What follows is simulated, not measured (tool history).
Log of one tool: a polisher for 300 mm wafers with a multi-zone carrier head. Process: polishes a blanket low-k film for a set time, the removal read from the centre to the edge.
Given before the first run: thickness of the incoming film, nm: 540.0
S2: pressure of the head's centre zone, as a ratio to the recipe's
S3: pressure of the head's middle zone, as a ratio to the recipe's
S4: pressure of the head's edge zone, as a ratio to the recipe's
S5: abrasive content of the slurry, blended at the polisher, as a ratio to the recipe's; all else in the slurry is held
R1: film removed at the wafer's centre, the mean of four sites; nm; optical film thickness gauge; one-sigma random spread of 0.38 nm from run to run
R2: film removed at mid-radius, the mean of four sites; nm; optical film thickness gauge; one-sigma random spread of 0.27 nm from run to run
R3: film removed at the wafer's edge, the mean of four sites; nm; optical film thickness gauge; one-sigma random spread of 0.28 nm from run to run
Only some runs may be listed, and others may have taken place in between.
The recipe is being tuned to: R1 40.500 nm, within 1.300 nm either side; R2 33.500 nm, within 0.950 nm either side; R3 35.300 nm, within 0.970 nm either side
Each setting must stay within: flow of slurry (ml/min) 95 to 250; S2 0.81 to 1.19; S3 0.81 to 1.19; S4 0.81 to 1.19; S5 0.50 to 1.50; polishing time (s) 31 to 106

{"run": 1, "hour": 0.0, "flow of slurry (ml/min)": 160, "S2": 1.0, "S3": 1.0, "S4": 1.0, "S5": 1.0, "polishing time (s)": 68, "R1": 23.624, "R2": 25.838, "R3": 26.23}
{"run": 2, "hour": 4.2, "flow of slurry (ml/min)": 175, "S2": 1.04, "S3": 0.99, "S4": 1.0, "S5": 1.1, "polishing time (s)": 68, "R1": 25.825, "R2": 26.882, "R3": 28.287}
{"run": 3, "hour": 9.3, "flow of slurry (ml/min)": 175, "S2": 1.04, "S3": 0.96, "S4": 1.0, "S5": 1.1, "polishing time (s)": 68, "R1": 26.262, "R2": 27.132, "R3": 27.74}
{"run": 4, "hour": 17.8, "flow of slurry (ml/min)": 175, "S2": 1.04, "S3": 0.96, "S4": 1.04, "S5": 1.1, "polishing time (s)": 68, "R1": 26.553, "R2": 26.972, "R3": 28.703}
{"run": 5, "hour": 22.0, "flow of slurry (ml/min)": 185, "S2": 1.07, "S3": 0.94, "S4": 1.01, "S5": 1.2, "polishing time (s)": 69, "R1": 28.77, "R2": 27.849, "R3": 30.025}
{"run": 6, "hour": 28.3, "flow of slurry (ml/min)": 195, "S2": 1.09, "S3": 0.93, "S4": 0.98, "S5": 1.25, "polishing time (s)": 70, "R1": 29.796, "R2": 29.756, "R3": 30.613}
{"run": 7, "hour": 34.9, "flow of slurry (ml/min)": 195, "S2": 1.11, "S3": 0.91, "S4": 0.98, "S5": 1.3, "polishing time (s)": 71, "R1": 31.998, "R2": 29.817, "R3": 31.724}
{"run": 8, "hour": 43.2, "flow of slurry (ml/min)": 200, "S2": 1.13, "S3": 0.89, "S4": 0.96, "S5": 1.35, "polishing time (s)": 72, "R1": 33.496, "R2": 30.463, "R3": 32.633}
{"run": 9, "hour": 49.5, "flow of slurry (ml/min)": 205, "S2": 1.14, "S3": 0.87, "S4": 0.94, "S5": 1.4, "polishing time (s)": 73, "R1": 35.559, "R2": 30.863, "R3": 33.519}
{"hour": 51.6, "done": "centre zone pressure recalibrated"}
{"run": 10, "hour": 51.6, "flow of slurry (ml/min)": 210, "S2": 1.15, "S3": 0.87, "S4": 0.93, "S5": 1.4, "polishing time (s)": 73, "R1": 39.204, "R2": 31.224, "R3": 32.652}
{"run": 11, "hour": 53.7, "flow of slurry (ml/min)": 215, "S2": 1.15, "S3": 0.87, "S4": 0.94, "S5": 1.4, "polishing time (s)": 73, "R1": 38.364, "R2": 31.386, "R3": 33.027}

Which one of the following 4 next-run settings gets every result inside its allowed miss? There is exactly one.
{"run": "A", "hour": 55.8, "flow of slurry (ml/min)": 240, "S2": 1.17, "S3": 0.95, "S4": 0.97, "S5": 1.35, "polishing time (s)": 73, "R1": "?", "R2": "?", "R3": "?"}
{"run": "B", "hour": 55.8, "flow of slurry (ml/min)": 185, "S2": 1.13, "S3": 0.88, "S4": 1.0, "S5": 1.25, "polishing time (s)": 77, "R1": "?", "R2": "?", "R3": "?"}
{"run": "C", "hour": 55.8, "flow of slurry (ml/min)": 240, "S2": 1.13, "S3": 0.91, "S4": 0.99, "S5": 1.3, "polishing time (s)": 78, "R1": "?", "R2": "?", "R3": "?"}
{"run": "D", "hour": 55.8, "flow of slurry (ml/min)": 150, "S2": 1.05, "S3": 0.83, "S4": 1.05, "S5": 1.4, "polishing time (s)": 77, "R1": "?", "R2": "?", "R3": "?"}

move=A R1=39.532 R2=32.511 R3=33.615
move=B R1=37.556 R2=30.725 R3=33.987
move=C R1=40.134 R2=33.337 R3=35.697
move=D R1=35.437 R2=30.315 R3=35.782
A: an improvement on the last run, though not all results are within tolerance
B: the biggest miss grows against the last run
C: each result inside its tolerance
D: brings the last run's worst result on target, with another outside its allowed miss
Go with C: it meets all targets.

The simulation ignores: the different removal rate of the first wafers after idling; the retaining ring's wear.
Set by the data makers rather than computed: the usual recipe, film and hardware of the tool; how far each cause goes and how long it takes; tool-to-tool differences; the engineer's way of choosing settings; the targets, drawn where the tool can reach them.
